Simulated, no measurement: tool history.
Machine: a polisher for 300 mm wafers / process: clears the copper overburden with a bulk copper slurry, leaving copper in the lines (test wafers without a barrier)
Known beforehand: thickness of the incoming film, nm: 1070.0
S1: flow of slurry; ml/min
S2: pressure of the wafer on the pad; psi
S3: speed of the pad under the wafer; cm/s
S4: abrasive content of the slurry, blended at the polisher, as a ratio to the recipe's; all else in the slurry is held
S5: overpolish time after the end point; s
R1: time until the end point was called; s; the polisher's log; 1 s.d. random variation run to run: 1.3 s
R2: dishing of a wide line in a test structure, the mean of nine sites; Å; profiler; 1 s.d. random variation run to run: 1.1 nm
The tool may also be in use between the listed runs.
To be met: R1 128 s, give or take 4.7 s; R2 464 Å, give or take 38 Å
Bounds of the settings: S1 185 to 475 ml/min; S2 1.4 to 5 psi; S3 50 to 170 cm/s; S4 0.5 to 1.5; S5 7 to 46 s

run,day,S1,S2,S3,S4,S5,R1,R2
1,0,305,3.2,110,1,24,78.013,1370.2
2,0.338,260,3.2,110,1,24,75.746,1322.7
3,0.608,260,3.2,124,1,24,68.025,1388.7
4,0.75,245,2.8,122,0.95,20,80.398,1160.8
5,1.125,245,2.8,122,0.95,29,80.972,1447.4
6,1.4,245,2.4,122,0.95,29,93.338,1252
7,1.708,230,2.2,118,1.05,24,100.61,1082.1
8,1.996,185,1.4,102,1.3,13,170.24,498.76
9,2.179,185,1.8,124,1.5,7,112.72,445.57
10,2.479,185,1.7,124,1.5,8,116.83,501.24
11,2.779,185,1.6,124,1.5,7,122.83,401.32
12,2.921,185,1.5,120,1.5,14,134.89,627.77
13,3.062,185,1.5,120,1.5,13,133.21,622.84
14,3.375,185,1.5,120,1.45,12,134.87,575.44
15,3.658,190,1.5,120,1.45,11,135.84,562.47
16,3.75,190,1.5,120,1.45,10,132.97,500.56
17,3.817,195,1.5,120,1.45,9,133.45,452.5
18,3.938,195,1.5,120,1.45,9,131.66,463.11
19,4.167,200,1.5,120,1.45,9,131.57,458.13

Which single option among these 5 for the next run brings every result within its allowed miss of target? Just one does.
A,4.396,235,2,88,1.35,10,?,?
B,4.396,225,1.5,124,1.4,9,?,?
C,4.396,235,1.4,120,1.5,10,?,?
D,4.396,240,1.5,118,1.45,12,?,?
E,4.396,195,1.4,124,1.4,10,?,?

move,R1,R2
A,140.21,506.33
B,128.69,485.41
C,137.77,495.97
D,132.81,587.73
E,139.4,491.56
A: misses by more than the last run did
B: every result within its allowed miss
C: misses by more than the last run did
D: misses by more than the last run did
E: misses by more than the last run did
Move B is the one to make.

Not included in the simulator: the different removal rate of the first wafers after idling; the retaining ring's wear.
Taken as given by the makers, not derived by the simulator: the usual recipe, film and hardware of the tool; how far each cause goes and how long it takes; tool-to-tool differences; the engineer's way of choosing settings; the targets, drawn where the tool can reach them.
